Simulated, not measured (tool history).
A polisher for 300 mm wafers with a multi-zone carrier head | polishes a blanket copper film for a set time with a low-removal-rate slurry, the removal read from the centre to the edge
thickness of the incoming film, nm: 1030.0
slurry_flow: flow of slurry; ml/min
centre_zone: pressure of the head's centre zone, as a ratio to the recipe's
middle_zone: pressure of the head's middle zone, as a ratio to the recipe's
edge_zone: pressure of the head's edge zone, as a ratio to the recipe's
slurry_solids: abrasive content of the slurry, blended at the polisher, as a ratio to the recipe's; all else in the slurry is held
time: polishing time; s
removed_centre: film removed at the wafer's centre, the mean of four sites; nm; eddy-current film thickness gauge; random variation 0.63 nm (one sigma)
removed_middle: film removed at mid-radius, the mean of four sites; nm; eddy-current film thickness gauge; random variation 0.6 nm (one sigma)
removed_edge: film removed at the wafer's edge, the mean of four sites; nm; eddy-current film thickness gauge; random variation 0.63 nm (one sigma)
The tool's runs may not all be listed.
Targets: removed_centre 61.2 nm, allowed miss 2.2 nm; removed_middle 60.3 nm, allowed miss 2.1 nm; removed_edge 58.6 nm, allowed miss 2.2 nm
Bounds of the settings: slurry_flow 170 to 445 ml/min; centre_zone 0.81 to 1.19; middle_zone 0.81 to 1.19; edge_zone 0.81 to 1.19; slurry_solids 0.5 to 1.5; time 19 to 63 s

Run 1, hour 0: slurry_flow 285 ml/min, centre_zone 1, middle_zone 1, edge_zone 1, slurry_solids 1, time 41 s. Result: removed_centre 109.39 nm, removed_middle 106.33 nm, removed_edge 107.83 nm.
Run 2, hour 7.5: slurry_flow 285 ml/min, centre_zone 1, middle_zone 1, edge_zone 0.99, slurry_solids 0.95, time 39 s. Result: removed_centre 103.27 nm, removed_middle 100.16 nm, removed_edge 99.625 nm.
Run 3, hour 13.5: slurry_flow 285 ml/min, centre_zone 1, middle_zone 1, edge_zone 0.99, slurry_solids 0.95, time 33 s. Result: removed_centre 86.713 nm, removed_middle 84.111 nm, removed_edge 85.826 nm.
Run 4, hour 18.4: slurry_flow 285 ml/min, centre_zone 1, middle_zone 1, edge_zone 0.99, slurry_solids 0.8, time 33 s. Result: removed_centre 83.135 nm, removed_middle 81.879 nm, removed_edge 81.617 nm.
Run 5, hour 19.3: slurry_flow 285 ml/min, centre_zone 1, middle_zone 0.99, edge_zone 0.98, slurry_solids 0.75, time 32 s. Result: removed_centre 78.927 nm, removed_middle 78.115 nm, removed_edge 76.974 nm.
Run 6, hour 22.6: slurry_flow 285 ml/min, centre_zone 0.95, middle_zone 0.99, edge_zone 0.98, slurry_solids 0.75, time 32 s. Result: removed_centre 75.885 nm, removed_middle 76.75 nm, removed_edge 78.985 nm.
Run 7, hour 25.3: slurry_flow 285 ml/min, centre_zone 0.95, middle_zone 0.99, edge_zone 0.97, slurry_solids 0.7, time 31 s. Result: removed_centre 71.57 nm, removed_middle 73.672 nm, removed_edge 75.139 nm.
Run 8, hour 32.5: slurry_flow 290 ml/min, centre_zone 1.01, middle_zone 0.95, edge_zone 0.87, slurry_solids 0.5, time 25 s. Result: removed_centre 58.351 nm, removed_middle 54.324 nm, removed_edge 53.225 nm.
Run 9, hour 37.4: slurry_flow 290 ml/min, centre_zone 1.01, middle_zone 0.96, edge_zone 0.88, slurry_solids 0.5, time 25 s. Result: removed_centre 57.798 nm, removed_middle 54.053 nm, removed_edge 53.942 nm.
Run 10, hour 40.6: slurry_flow 325 ml/min, centre_zone 1.03, middle_zone 1.06, edge_zone 0.94, slurry_solids 0.65, time 25 s. Result: removed_centre 63.513 nm, removed_middle 63.47 nm, removed_edge 59.712 nm.

5 next moves are on the table. One of them brings every result within its allowed miss. Which?
Run A, hour 43.8: slurry_flow 315 ml/min, centre_zone 1.02, middle_zone 0.99, edge_zone 0.88, slurry_solids 0.55, time 27 s. Result: removed_centre ?, removed_middle ?, removed_edge ?.
Run B, hour 43.8: slurry_flow 355 ml/min, centre_zone 1.01, middle_zone 1.16, edge_zone 0.86, slurry_solids 0.55, time 26 s. Result: removed_centre ?, removed_middle ?, removed_edge ?.
Run C, hour 43.8: slurry_flow 365 ml/min, centre_zone 0.98, middle_zone 1, edge_zone 0.93, slurry_solids 0.8, time 24 s. Result: removed_centre ?, removed_middle ?, removed_edge ?.
Run D, hour 43.8: slurry_flow 335 ml/min, centre_zone 1.02, middle_zone 1.02, edge_zone 0.93, slurry_solids 0.7, time 26 s. Result: removed_centre ?, removed_middle ?, removed_edge ?.
Run E, hour 43.8: slurry_flow 300 ml/min, centre_zone 1.04, middle_zone 1.08, edge_zone 1, slurry_solids 0.55, time 26 s. Result: removed_centre ?, removed_middle ?, removed_edge ?.

move  removed_centre  removed_middle  removed_edge
   A           65.45          62.063        59.883
   B          63.249          68.972         57.43
   C          61.018          60.659        59.337
   D           66.47          64.542        62.218
   E          63.955          63.894        60.917
A: brings the result that was furthest off to its target, and leaves another outside
B: further off than the last run
C: meets every target
D: further off than the last run
E: further off than the last run
Move C is the one to make.
